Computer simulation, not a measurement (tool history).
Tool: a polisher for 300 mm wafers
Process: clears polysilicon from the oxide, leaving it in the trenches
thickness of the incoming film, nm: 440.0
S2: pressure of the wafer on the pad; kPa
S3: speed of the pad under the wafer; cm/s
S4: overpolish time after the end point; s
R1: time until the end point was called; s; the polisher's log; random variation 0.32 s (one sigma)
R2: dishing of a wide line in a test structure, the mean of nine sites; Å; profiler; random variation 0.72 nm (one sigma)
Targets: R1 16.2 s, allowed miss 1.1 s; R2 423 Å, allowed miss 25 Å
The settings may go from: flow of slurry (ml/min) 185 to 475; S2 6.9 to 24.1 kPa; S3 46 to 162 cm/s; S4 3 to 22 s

{"run": 1, "day": 0.0, "flow of slurry (ml/min)": 305, "S2": 15.2, "S3": 104, "S4": 11, "R1": 27.567, "R2": 409.66}
{"run": 2, "day": 0.096, "flow of slurry (ml/min)": 305, "S2": 15.9, "S3": 104, "S4": 11, "R1": 27.094, "R2": 410.05}
{"run": 3, "day": 0.45, "flow of slurry (ml/min)": 305, "S2": 15.9, "S3": 90, "S4": 11, "R1": 28.933, "R2": 394.95}
{"run": 4, "day": 0.638, "flow of slurry (ml/min)": 305, "S2": 18.6, "S3": 90, "S4": 11, "R1": 25.38, "R2": 432.47}
{"run": 5, "day": 0.692, "flow of slurry (ml/min)": 310, "S2": 18.6, "S3": 96, "S4": 10, "R1": 23.582, "R2": 415}
{"run": 6, "day": 1.058, "flow of slurry (ml/min)": 310, "S2": 19.3, "S3": 96, "S4": 10, "R1": 23.757, "R2": 417.07}
{"run": 7, "day": 1.362, "flow of slurry (ml/min)": 310, "S2": 20, "S3": 98, "S4": 10, "R1": 21.44, "R2": 423.77}
{"run": 8, "day": 1.65, "flow of slurry (ml/min)": 310, "S2": 20.7, "S3": 98, "S4": 10, "R1": 20.664, "R2": 424.45}
{"run": 9, "day": 1.771, "flow of slurry (ml/min)": 315, "S2": 22.8, "S3": 102, "S4": 9, "R1": 18.524, "R2": 426.76}
{"run": 10, "day": 1.85, "flow of slurry (ml/min)": 315, "S2": 22.8, "S3": 104, "S4": 9, "R1": 18.051, "R2": 425.53}
{"run": 11, "day": 1.929, "flow of slurry (ml/min)": 315, "S2": 23.4, "S3": 108, "S4": 8, "R1": 17.631, "R2": 431.31}
{"run": 12, "day": 2.183, "flow of slurry (ml/min)": 325, "S2": 24.1, "S3": 124, "S4": 3, "R1": 15.252, "R2": 337.15}
{"run": 13, "day": 2.5, "flow of slurry (ml/min)": 325, "S2": 24.1, "S3": 122, "S4": 4, "R1": 15.682, "R2": 372.26}

5 next moves are on the table. One of them brings every result within its allowed miss. Which?
{"run": "A", "day": 2.817, "flow of slurry (ml/min)": 270, "S2": 23.4, "S3": 96, "S4": 5, "R1": "?", "R2": "?"}
{"run": "B", "day": 2.817, "flow of slurry (ml/min)": 380, "S2": 24.1, "S3": 114, "S4": 4, "R1": "?", "R2": "?"}
{"run": "C", "day": 2.817, "flow of slurry (ml/min)": 330, "S2": 21.4, "S3": 108, "S4": 10, "R1": "?", "R2": "?"}
{"run": "D", "day": 2.817, "flow of slurry (ml/min)": 320, "S2": 23.4, "S3": 118, "S4": 7, "R1": "?", "R2": "?"}
{"run": "E", "day": 2.817, "flow of slurry (ml/min)": 360, "S2": 21.4, "S3": 106, "S4": 10, "R1": "?", "R2": "?"}

move=A R1=19.404 R2=381.6
move=B R1=16.475 R2=375.47
move=C R1=19.409 R2=420.59
move=D R1=16.753 R2=414.51
move=E R1=19.533 R2=420.46
A: further off than the last run
B: nearer than the last run, and not there yet
C: brings the result that was furthest off to its target, and leaves another outside
D: meets every target
E: brings the result that was furthest off to its target, and leaves another outside
The right move is D.
